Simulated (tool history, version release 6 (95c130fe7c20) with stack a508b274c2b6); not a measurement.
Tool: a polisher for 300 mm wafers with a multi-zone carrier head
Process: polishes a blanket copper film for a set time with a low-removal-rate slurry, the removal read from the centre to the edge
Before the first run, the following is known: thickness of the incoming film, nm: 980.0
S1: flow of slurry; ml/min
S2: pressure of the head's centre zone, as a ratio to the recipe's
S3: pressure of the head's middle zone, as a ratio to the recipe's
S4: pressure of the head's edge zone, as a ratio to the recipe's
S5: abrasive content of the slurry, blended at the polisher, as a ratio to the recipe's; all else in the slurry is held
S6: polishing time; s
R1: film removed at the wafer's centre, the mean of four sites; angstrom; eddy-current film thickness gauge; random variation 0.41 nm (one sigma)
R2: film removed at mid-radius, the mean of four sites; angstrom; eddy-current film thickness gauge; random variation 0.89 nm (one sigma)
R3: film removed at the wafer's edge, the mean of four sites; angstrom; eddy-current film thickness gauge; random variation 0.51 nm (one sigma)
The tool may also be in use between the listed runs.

run  hour   S1    S2    S3    S4    S5  S6      R1      R2      R3
  1     0  270     1     1     1     1  35  828.69  919.54  916.55
  2   4.4  270  0.99  0.99  0.98  0.95  35  808.76  924.76  906.35
  3  10.8  270  0.99  0.98  0.97   0.9  34  774.96  841.96  866.66
  4  17.7  270  0.99  0.99  0.96  0.85  34  762.98  856.89  853.74
       23  -- centre zone pressure recalibrated
  5    23  270  0.99  0.99  0.95   0.8  34  843.93  832.25  835.32
  6  27.6  270   0.9  0.99  0.95   0.8  34  772.73  825.68  838.56
  7  31.9  265  0.89     1  0.95   0.8  33  746.74  807.38  804.74
  8  40.6  260  0.88     1  0.95   0.8  32  709.05  774.38  789.61

For run 9, what comes out?
  9  45.8  255  0.87  1.01  0.95  0.8  32   ?   ?   ?

Run 9 gave R1 703.26 angstrom, R2 790.3 angstrom, R3 777.27 angstrom.
